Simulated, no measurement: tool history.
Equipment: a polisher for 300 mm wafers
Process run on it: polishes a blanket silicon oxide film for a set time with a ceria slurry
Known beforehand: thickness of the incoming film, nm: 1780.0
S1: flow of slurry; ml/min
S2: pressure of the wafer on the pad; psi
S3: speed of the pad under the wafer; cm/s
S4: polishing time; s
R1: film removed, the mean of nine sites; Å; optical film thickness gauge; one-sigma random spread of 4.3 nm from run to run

run 1 hour=0.0 | S1=310 S2=3.7 S3=104 S4=42 | R1=2320.5
run 2 hour=7.7 | S1=310 S2=3.0 S3=104 S4=42 | R1=1944.1
run 3 hour=13.3 | S1=310 S2=3.0 S3=94 S4=42 | R1=1738.7
run 4 hour=15.3 | S1=375 S2=3.0 S3=94 S4=42 | R1=1746.7
run 5 hour=17.4 | S1=375 S2=3.0 S3=118 S4=42 | R1=2220.9
-- hour=21.4 slurry nozzle cleaned
run 6 hour=21.4 | S1=375 S2=3.0 S3=118 S4=42 | R1=2284.1

Run 7 is up next; what results do you expect?
run 7 hour=22.5 | S1=375 S2=3.5 S3=118 S4=42 | R1=?

{"run 7": {"R1": 2614.3}}
